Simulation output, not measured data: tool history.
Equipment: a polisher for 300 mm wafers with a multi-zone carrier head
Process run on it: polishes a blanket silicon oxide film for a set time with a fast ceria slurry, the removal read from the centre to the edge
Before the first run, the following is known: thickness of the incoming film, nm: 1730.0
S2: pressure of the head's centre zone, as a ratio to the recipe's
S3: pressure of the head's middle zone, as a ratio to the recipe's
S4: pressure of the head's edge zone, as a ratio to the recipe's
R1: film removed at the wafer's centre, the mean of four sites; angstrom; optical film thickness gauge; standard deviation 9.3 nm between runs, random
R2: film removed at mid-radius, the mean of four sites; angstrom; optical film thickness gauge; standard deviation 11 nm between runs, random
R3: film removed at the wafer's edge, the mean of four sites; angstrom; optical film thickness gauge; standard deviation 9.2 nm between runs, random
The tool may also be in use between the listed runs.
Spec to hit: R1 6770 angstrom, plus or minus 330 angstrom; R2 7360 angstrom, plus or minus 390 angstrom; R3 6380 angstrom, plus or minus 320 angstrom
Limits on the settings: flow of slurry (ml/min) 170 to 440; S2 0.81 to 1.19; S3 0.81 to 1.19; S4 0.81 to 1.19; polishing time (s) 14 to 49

{"run": 1, "hour": 0.0, "flow of slurry (ml/min)": 280, "S2": 1, "S3": 1, "S4": 1, "polishing time (s)": 31, "R1": 4816.8, "R2": 4727.6, "R3": 4844.7}
{"run": 2, "hour": 5.0, "flow of slurry (ml/min)": 280, "S2": 1, "S3": 1, "S4": 1, "polishing time (s)": 35, "R1": 5379.3, "R2": 5475.4, "R3": 5367}
{"run": 3, "hour": 13.5, "flow of slurry (ml/min)": 280, "S2": 1, "S3": 0.96, "S4": 1, "polishing time (s)": 35, "R1": 5626.4, "R2": 5211.7, "R3": 5354}
{"run": 4, "hour": 20.8, "flow of slurry (ml/min)": 280, "S2": 1.03, "S3": 0.96, "S4": 1, "polishing time (s)": 35, "R1": 5646.9, "R2": 5268.4, "R3": 5455.8}
{"run": 5, "hour": 28.5, "flow of slurry (ml/min)": 280, "S2": 1.03, "S3": 0.96, "S4": 1, "polishing time (s)": 43, "R1": 7022.5, "R2": 6354.5, "R3": 6633.4}
{"run": 6, "hour": 29.6, "flow of slurry (ml/min)": 285, "S2": 1.03, "S3": 1, "S4": 0.97, "polishing time (s)": 43, "R1": 6904.3, "R2": 6629.9, "R3": 6298.4}
{"run": 7, "hour": 32.4, "flow of slurry (ml/min)": 285, "S2": 1.02, "S3": 1.02, "S4": 0.97, "polishing time (s)": 43, "R1": 6946.1, "R2": 6674.7, "R3": 6478}
{"run": 8, "hour": 33.9, "flow of slurry (ml/min)": 285, "S2": 1.01, "S3": 1.05, "S4": 0.96, "polishing time (s)": 43, "R1": 6771.6, "R2": 6767.9, "R3": 6494.6}

4 candidate next runs follow, results not yet known. Just one meets every target within its allowed miss. Identify it.
{"run": "A", "hour": 35.4, "flow of slurry (ml/min)": 305, "S2": 1, "S3": 1.14, "S4": 0.92, "polishing time (s)": 43, "R1": "?", "R2": "?", "R3": "?"}
{"run": "B", "hour": 35.4, "flow of slurry (ml/min)": 330, "S2": 1.08, "S3": 0.96, "S4": 1.08, "polishing time (s)": 40, "R1": "?", "R2": "?", "R3": "?"}
{"run": "C", "hour": 35.4, "flow of slurry (ml/min)": 290, "S2": 1.14, "S3": 0.93, "S4": 0.91, "polishing time (s)": 43, "R1": "?", "R2": "?", "R3": "?"}
{"run": "D", "hour": 35.4, "flow of slurry (ml/min)": 270, "S2": 1.06, "S3": 1.01, "S4": 1, "polishing time (s)": 42, "R1": "?", "R2": "?", "R3": "?"}

move=A R1=6781.2 R2=7434.3 R3=6341.5
move=B R1=6802.6 R2=6009.4 R3=6358.2
move=C R1=7594.1 R2=6225.7 R3=6311.4
move=D R1=6898.2 R2=6479.6 R3=6372.7
A: all results in spec
B: lands further from the targets than the last run did
C: lands further from the targets than the last run did
D: lands further from the targets than the last run did
So the answer is move A, the one that meets all the targets.

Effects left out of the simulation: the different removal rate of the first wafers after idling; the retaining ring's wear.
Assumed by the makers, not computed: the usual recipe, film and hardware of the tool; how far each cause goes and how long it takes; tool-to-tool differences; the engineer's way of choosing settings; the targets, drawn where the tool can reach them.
